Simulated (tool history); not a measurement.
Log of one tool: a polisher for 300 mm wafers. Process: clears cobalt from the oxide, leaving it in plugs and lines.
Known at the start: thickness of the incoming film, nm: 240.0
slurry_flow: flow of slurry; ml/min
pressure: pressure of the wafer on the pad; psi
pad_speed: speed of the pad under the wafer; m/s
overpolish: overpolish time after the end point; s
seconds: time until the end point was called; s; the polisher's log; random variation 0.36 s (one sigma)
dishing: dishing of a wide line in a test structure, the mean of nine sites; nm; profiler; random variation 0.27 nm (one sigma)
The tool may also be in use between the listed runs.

| run | day | slurry_flow | pressure | pad_speed | overpolish | seconds | dishing |
|---|---|---|---|---|---|---|---|
| 1 | 0 | 235 | 2.2 | 1.02 | 15 | 43.463 | 54.993 |
| 2 | 0.096 | 235 | 1.9 | 1.02 | 15 | 49.564 | 49.884 |
| 3 | 0.354 | 235 | 1.9 | 1.02 | 20 | 49.75 | 59.691 |
| 4 | 0.529 | 245 | 1.6 | 1.2 | 15 | 51.16 | 50.072 |
| 5 | 0.575 | 245 | 1.6 | 1.34 | 15 | 45.374 | 53.951 |
| 6 | 0.683 | 245 | 1.6 | 1.34 | 21 | 45.103 | 64.982 |
| 7 | 1.046 | 215 | 1.6 | 1.38 | 16 | 44.861 | 57.863 |
| 8 | 1.167 | 260 | 2.1 | 1.1 | 12 | 41.166 | 48.597 |

The next listed run, before its measurement:
| 9 | 1.383 | 290 | 2.4 | 0.9 | 10 | ? | ? |

Run 9 gave seconds 43.449 s, dishing 41.22 nm.

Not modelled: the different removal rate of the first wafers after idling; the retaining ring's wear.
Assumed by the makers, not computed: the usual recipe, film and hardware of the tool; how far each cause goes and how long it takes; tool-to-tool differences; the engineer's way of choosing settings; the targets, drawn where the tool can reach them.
